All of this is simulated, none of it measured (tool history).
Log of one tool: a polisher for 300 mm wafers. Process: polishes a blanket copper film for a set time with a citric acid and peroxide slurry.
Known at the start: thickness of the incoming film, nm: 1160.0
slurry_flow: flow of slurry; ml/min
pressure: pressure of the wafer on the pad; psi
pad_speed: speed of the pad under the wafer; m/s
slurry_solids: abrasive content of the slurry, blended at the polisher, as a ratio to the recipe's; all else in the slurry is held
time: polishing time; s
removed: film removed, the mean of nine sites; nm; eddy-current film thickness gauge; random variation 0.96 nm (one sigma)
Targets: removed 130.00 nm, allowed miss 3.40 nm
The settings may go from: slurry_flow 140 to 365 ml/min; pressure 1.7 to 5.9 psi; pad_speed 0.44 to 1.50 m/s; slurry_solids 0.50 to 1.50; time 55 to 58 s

run 1 hour=0.0 | slurry_flow=235 pressure=3.8 pad_speed=0.96 slurry_solids=1.00 time=55 | removed=156.30
run 2 hour=4.4 | slurry_flow=230 pressure=3.6 pad_speed=0.96 slurry_solids=1.00 time=55 | removed=150.21
run 3 hour=11.7 | slurry_flow=270 pressure=3.6 pad_speed=0.96 slurry_solids=1.00 time=55 | removed=153.08
run 4 hour=15.8 | slurry_flow=270 pressure=3.6 pad_speed=0.96 slurry_solids=1.00 time=55 | removed=150.58
run 5 hour=21.1 | slurry_flow=270 pressure=3.6 pad_speed=0.96 slurry_solids=1.20 time=55 | removed=157.51
run 6 hour=22.2 | slurry_flow=265 pressure=3.3 pad_speed=0.96 slurry_solids=1.20 time=55 | removed=144.15
run 7 hour=26.8 | slurry_flow=260 pressure=3.2 pad_speed=0.96 slurry_solids=1.20 time=55 | removed=139.97
run 8 hour=32.1 | slurry_flow=255 pressure=3.1 pad_speed=0.96 slurry_solids=1.20 time=55 | removed=135.47
run 9 hour=33.0 | slurry_flow=250 pressure=3.1 pad_speed=0.96 slurry_solids=1.20 time=55 | removed=135.51
run 10 hour=41.3 | slurry_flow=245 pressure=3.1 pad_speed=0.96 slurry_solids=1.20 time=55 | removed=133.89

Which of these 5 next moves meets every target?
run A hour=49.6 | slurry_flow=245 pressure=2.9 pad_speed=0.92 slurry_solids=1.25 time=55 | removed=?
run B hour=49.6 | slurry_flow=215 pressure=2.6 pad_speed=1.08 slurry_solids=1.10 time=55 | removed=?
run C hour=49.6 | slurry_flow=200 pressure=3.4 pad_speed=0.84 slurry_solids=1.35 time=55 | removed=?
run D hour=49.6 | slurry_flow=225 pressure=2.8 pad_speed=0.98 slurry_solids=1.15 time=55 | removed=?
run E hour=49.6 | slurry_flow=235 pressure=3.2 pad_speed=0.78 slurry_solids=1.10 time=58 | removed=?

move=A removed=122.80
move=B removed=123.12
move=C removed=130.96
move=D removed=122.62
move=E removed=119.13
A: takes the result that was furthest off past its target
B: takes the result that was furthest off past its target
C: meets every target
D: takes the result that was furthest off past its target
E: takes the result that was furthest off past its target
Move C is the one to make.

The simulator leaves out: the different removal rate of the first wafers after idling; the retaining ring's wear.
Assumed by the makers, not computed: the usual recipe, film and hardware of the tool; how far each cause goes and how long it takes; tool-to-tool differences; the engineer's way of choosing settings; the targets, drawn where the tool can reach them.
